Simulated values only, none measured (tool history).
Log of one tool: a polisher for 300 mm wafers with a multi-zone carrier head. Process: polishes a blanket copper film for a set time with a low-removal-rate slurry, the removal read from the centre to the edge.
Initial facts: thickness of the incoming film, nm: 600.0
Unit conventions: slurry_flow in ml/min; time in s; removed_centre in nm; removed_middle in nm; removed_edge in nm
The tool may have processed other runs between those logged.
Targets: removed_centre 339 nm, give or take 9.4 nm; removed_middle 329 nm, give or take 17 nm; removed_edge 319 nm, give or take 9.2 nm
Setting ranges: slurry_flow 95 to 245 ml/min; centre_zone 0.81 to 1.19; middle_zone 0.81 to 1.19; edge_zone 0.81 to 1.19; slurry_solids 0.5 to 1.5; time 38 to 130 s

{"run": 1, "hour": 0.0, "slurry_flow": 155, "centre_zone": 1, "middle_zone": 1, "edge_zone": 1, "slurry_solids": 1, "time": 84, "removed_centre": 190.84, "removed_middle": 191.02, "removed_edge": 195.06}
{"run": 2, "hour": 7.8, "slurry_flow": 160, "centre_zone": 1.01, "middle_zone": 1.01, "edge_zone": 1.02, "slurry_solids": 1.05, "time": 87, "removed_centre": 204.54, "removed_middle": 202.2, "removed_edge": 204.58}
{"run": 3, "hour": 10.1, "slurry_flow": 160, "centre_zone": 1.01, "middle_zone": 1.01, "edge_zone": 1.02, "slurry_solids": 1.05, "time": 97, "removed_centre": 227.15, "removed_middle": 219.97, "removed_edge": 227.52}
{"run": 4, "hour": 13.1, "slurry_flow": 160, "centre_zone": 1.01, "middle_zone": 1.01, "edge_zone": 1.02, "slurry_solids": 1.05, "time": 109, "removed_centre": 254.43, "removed_middle": 248.2, "removed_edge": 253.13}
{"run": 5, "hour": 19.2, "slurry_flow": 165, "centre_zone": 1.02, "middle_zone": 1.02, "edge_zone": 1.03, "slurry_solids": 1.1, "time": 110, "removed_centre": 262.88, "removed_middle": 255.93, "removed_edge": 263.47}
{"run": 6, "hour": 20.0, "slurry_flow": 170, "centre_zone": 1.03, "middle_zone": 1.04, "edge_zone": 1.04, "slurry_solids": 1.15, "time": 110, "removed_centre": 270.11, "removed_middle": 270.86, "removed_edge": 265.79}
{"run": 7, "hour": 24.5, "slurry_flow": 210, "centre_zone": 1.1, "middle_zone": 1.01, "edge_zone": 1.14, "slurry_solids": 1.4, "time": 115, "removed_centre": 325.11, "removed_middle": 298.98, "removed_edge": 307.73}
{"run": 8, "hour": 27.7, "slurry_flow": 210, "centre_zone": 1.1, "middle_zone": 1.02, "edge_zone": 1.14, "slurry_solids": 1.4, "time": 115, "removed_centre": 328.59, "removed_middle": 302.19, "removed_edge": 311.55}
{"run": 9, "hour": 30.8, "slurry_flow": 210, "centre_zone": 1.1, "middle_zone": 1.03, "edge_zone": 1.14, "slurry_solids": 1.4, "time": 115, "removed_centre": 332.07, "removed_middle": 295.54, "removed_edge": 306.13}
{"run": 10, "hour": 33.5, "slurry_flow": 210, "centre_zone": 1.09, "middle_zone": 1.04, "edge_zone": 1.13, "slurry_solids": 1.4, "time": 115, "removed_centre": 325.15, "removed_middle": 299.65, "removed_edge": 305.19}
{"run": 11, "hour": 40.2, "slurry_flow": 210, "centre_zone": 1.09, "middle_zone": 1.05, "edge_zone": 1.13, "slurry_solids": 1.4, "time": 115, "removed_centre": 323.51, "removed_middle": 296.74, "removed_edge": 305.15}
{"run": 12, "hour": 45.3, "slurry_flow": 210, "centre_zone": 1.08, "middle_zone": 1.06, "edge_zone": 1.12, "slurry_solids": 1.4, "time": 116, "removed_centre": 324.3, "removed_middle": 307.49, "removed_edge": 307.55}

Below are 5 possible settings for the next run. Only one of them brings all results inside the allowed miss of their targets. Which is it?
{"run": "A", "hour": 50.4, "slurry_flow": 200, "centre_zone": 0.97, "middle_zone": 1, "edge_zone": 1.18, "slurry_solids": 1.35, "time": 122, "removed_centre": "?", "removed_middle": "?", "removed_edge": "?"}
{"run": "B", "hour": 50.4, "slurry_flow": 235, "centre_zone": 1.15, "middle_zone": 1.09, "edge_zone": 1.09, "slurry_solids": 1.35, "time": 121, "removed_centre": "?", "removed_middle": "?", "removed_edge": "?"}
{"run": "C", "hour": 50.4, "slurry_flow": 245, "centre_zone": 1.13, "middle_zone": 1.19, "edge_zone": 0.9, "slurry_solids": 1.4, "time": 122, "removed_centre": "?", "removed_middle": "?", "removed_edge": "?"}
{"run": "D", "hour": 50.4, "slurry_flow": 230, "centre_zone": 1.1, "middle_zone": 1.19, "edge_zone": 0.84, "slurry_solids": 1.5, "time": 122, "removed_centre": "?", "removed_middle": "?", "removed_edge": "?"}
{"run": "E", "hour": 50.4, "slurry_flow": 230, "centre_zone": 1.1, "middle_zone": 1.12, "edge_zone": 1.16, "slurry_solids": 1.1, "time": 123, "removed_centre": "?", "removed_middle": "?", "removed_edge": "?"}

move=A removed_centre=301.76 removed_middle=306.31 removed_edge=323.32
move=B removed_centre=363.88 removed_middle=331.8 removed_edge=315.97
move=C removed_centre=365.48 removed_middle=363.7 removed_edge=301.64
move=D removed_centre=357.96 removed_middle=366.39 removed_edge=297.93
move=E removed_centre=338.07 removed_middle=329.56 removed_edge=314.2
A: moves away from the targets compared with the last run
B: takes the biggest miss from the last run beyond its target
C: takes the biggest miss from the last run beyond its target
D: takes the biggest miss from the last run beyond its target
E: every result within its allowed miss
Answer: E

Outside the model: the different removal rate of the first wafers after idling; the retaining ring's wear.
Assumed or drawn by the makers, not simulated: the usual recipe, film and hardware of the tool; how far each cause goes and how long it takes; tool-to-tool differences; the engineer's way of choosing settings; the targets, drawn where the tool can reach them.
